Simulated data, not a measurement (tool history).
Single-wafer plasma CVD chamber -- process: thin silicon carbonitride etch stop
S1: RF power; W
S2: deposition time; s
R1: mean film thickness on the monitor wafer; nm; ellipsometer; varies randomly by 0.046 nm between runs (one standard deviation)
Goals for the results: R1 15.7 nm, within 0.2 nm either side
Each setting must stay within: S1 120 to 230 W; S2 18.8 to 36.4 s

run	hour	S1	S2	R1
1	0	175	27.6	16.714
2	1.4	170	27.5	16.41
3	6.5	195	27.5	17.406
4	11.2	195	31.4	19.864
5	17.6	180	30.7	18.781
6	20.3	195	30.7	19.44
7	21.8	180	30.2	18.449
8	29.1	165	29.9	17.653
9	31	155	29.7	17.095
10	38.6	145	29.6	16.558
11	43.6	140	29.6	16.302
12	50.6	135	29.6	16.131

Below are 4 possible settings for the next run. Only one of them brings all results inside the allowed miss of their targets. Which is it?
A	57.6	150	29.8	?
B	57.6	130	29.4	?
C	57.6	170	27.8	?
D	57.6	150	30	?

move	R1
A	16.917
B	15.665
C	16.628
D	17.03
A: moves away from the targets compared with the last run
B: in spec on every target
C: moves away from the targets compared with the last run
D: moves away from the targets compared with the last run
B is the move that brings every result within its allowed miss.
